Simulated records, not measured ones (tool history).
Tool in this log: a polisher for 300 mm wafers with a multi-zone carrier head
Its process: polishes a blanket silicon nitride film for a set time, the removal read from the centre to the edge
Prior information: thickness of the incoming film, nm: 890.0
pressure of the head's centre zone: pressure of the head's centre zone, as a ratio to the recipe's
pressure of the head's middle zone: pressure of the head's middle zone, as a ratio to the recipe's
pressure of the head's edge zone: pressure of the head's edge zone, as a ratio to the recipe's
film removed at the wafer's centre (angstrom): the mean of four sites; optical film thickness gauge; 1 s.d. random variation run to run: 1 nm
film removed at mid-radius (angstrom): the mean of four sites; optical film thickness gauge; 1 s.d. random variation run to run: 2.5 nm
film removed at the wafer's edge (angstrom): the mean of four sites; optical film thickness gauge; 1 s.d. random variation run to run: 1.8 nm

run	day	flow of slurry (ml/min)	pressure of the head's centre zone	pressure of the head's middle zone	pressure of the head's edge zone	polishing time (s)	film removed at the wafer's centre (angstrom)	film removed at mid-radius (angstrom)	film removed at the wafer's edge (angstrom)
1	0.000	270	1.00	1.00	1.00	82	1874.9	1890.5	1922.1
2	0.233	270	0.93	1.00	1.00	82	1748.2	1938.0	1951.5
3	0.533	270	0.93	1.03	1.00	82	1730.4	1993.1	1898.4
4	0.696	335	0.93	1.03	1.00	82	1810.4	2131.3	1972.3
5	0.796	375	0.93	1.03	1.00	82	1852.4	2091.9	2033.7
6	1.108	355	0.92	1.02	0.97	81	1794.0	2024.2	1940.7
7	1.442	335	0.90	1.02	0.94	80	1717.1	1966.1	1860.2
8	1.762	315	0.89	1.02	0.92	80	1671.7	1950.6	1844.2
9	1.804	300	0.88	1.02	0.90	79	1609.0	1958.6	1788.3
10	1.854	255	0.86	0.93	0.81	74	1445.5	1612.0	1575.6

The next listed run, before its measurement:
11	1.983	260	0.86	0.94	0.81	74	?	?	?

{"run 11": {"film removed at the wafer's centre (angstrom)": 1449.9, "film removed at mid-radius (angstrom)": 1639.4, "film removed at the wafer's edge (angstrom)": 1572.9}}

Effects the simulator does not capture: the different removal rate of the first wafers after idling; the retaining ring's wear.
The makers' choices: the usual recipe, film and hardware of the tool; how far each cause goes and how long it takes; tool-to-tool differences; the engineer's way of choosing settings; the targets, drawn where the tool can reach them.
